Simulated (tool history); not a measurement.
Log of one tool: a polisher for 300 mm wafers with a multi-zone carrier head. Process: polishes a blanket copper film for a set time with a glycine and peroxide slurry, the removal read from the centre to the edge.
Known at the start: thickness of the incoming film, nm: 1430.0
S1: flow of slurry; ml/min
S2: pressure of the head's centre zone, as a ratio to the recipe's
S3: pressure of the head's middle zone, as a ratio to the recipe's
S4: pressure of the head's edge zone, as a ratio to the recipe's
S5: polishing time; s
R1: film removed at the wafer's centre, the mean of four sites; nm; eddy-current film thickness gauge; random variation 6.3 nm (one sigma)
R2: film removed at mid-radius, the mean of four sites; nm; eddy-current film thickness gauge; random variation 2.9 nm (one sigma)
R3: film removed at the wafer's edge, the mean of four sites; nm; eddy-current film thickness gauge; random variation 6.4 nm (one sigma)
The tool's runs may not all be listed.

run  hour   S1    S2    S3    S4  S5      R1      R2      R3
  1   0.0  290  1.00  1.00  1.00  67  574.26  572.78  595.32
  2   8.4  290  1.00  0.97  1.00  67  568.29  564.56  580.65
  3  17.3  350  1.00  0.97  1.00  67  586.65  577.79  601.81
  4  21.4  335  1.03  0.94  0.99  65  592.84  537.37  572.56
  5  29.0  335  1.03  0.94  0.99  75  678.58  627.23  656.28
  6  30.0  320  1.04  0.91  0.97  72  652.74  579.97  624.36
  7  30.7  310  1.05  0.89  0.94  70  637.34  555.79  603.62
  8  37.1  310  1.07  0.88  0.92  67  628.67  521.96  567.81
  9  41.1  305  1.07  0.87  0.90  66  597.82  506.07  550.93
 10  50.1  300  1.08  0.86  0.88  65  623.94  497.39  554.52

The next listed run, before its measurement:
 11  57.0  300  1.08  0.86  0.88  65   ?   ?   ?

R1: 613.60 nm
R2: 494.72 nm
R3: 546.42 nm
